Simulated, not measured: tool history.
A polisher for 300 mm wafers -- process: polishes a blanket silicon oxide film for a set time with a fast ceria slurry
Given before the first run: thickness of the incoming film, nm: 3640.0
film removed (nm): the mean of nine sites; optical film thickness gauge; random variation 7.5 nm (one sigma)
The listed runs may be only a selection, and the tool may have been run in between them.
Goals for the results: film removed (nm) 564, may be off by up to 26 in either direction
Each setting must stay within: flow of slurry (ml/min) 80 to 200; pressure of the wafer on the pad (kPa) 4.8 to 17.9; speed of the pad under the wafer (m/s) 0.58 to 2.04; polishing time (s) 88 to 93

run	hour	flow of slurry (ml/min)	pressure of the wafer on the pad (kPa)	speed of the pad under the wafer (m/s)	polishing time (s)	film removed (nm)
1	0	130	11	1.3	88	1207.1
2	5.3	130	13.1	1.3	88	1416.2
3	9.6	130	13.1	1.08	88	1241.8
4	18.3	130	13.1	1.24	88	1401.1
5	24.1	125	10.3	1.18	88	1069.1
6	26.6	125	9	1.08	88	862.6
7	33.8	125	7.6	1.04	88	716.22
8	34.9	125	6.9	1.04	88	634.85

Exercise: of the 4 proposed moves below, exactly one satisfies all targets within the stated allowed misses. Which move is it?
A	36	105	9.7	0.8	88	?
B	36	115	7.6	1.2	92	?
C	36	110	5.5	1.12	93	?
D	36	140	6.2	1.08	92	?

move	film removed (nm)
A	737.16
B	811.46
C	572.09
D	651.5
A: misses by more than the last run did
B: misses by more than the last run did
C: every result lands within tolerance
D: misses by more than the last run did
Answer: C
